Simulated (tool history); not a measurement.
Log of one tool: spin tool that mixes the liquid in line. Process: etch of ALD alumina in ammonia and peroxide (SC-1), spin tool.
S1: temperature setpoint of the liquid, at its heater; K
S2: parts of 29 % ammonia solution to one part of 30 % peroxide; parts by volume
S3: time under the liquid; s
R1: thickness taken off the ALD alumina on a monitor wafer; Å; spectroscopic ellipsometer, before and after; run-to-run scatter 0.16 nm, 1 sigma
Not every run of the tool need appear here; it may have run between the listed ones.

run 1 hour=0 | S1=335.15 S2=0.55 S3=300 | R1=186.81
run 2 hour=6.6 | S1=341.15 S2=0.55 S3=300 | R1=254.53
run 3 hour=12.3 | S1=339.15 S2=0.55 S3=300 | R1=225.92
run 4 hour=15.5 | S1=337.65 S2=0.55 S3=300 | R1=213.03
run 5 hour=22 | S1=336.65 S2=0.55 S3=300 | R1=204.72
run 6 hour=29.4 | S1=336.65 S2=0.55 S3=320 | R1=216.58
run 7 hour=38.3 | S1=335.65 S2=0.55 S3=320 | R1=201.76
run 8 hour=45.3 | S1=334.65 S2=0.55 S3=320 | R1=196.53

Run 9, settings as shown, results not yet in. Your forecast:
run 9 hour=54.1 | S1=333.65 S2=0.55 S3=320 | R1=?

For run 9 the tool returned R1 185.5 Å.
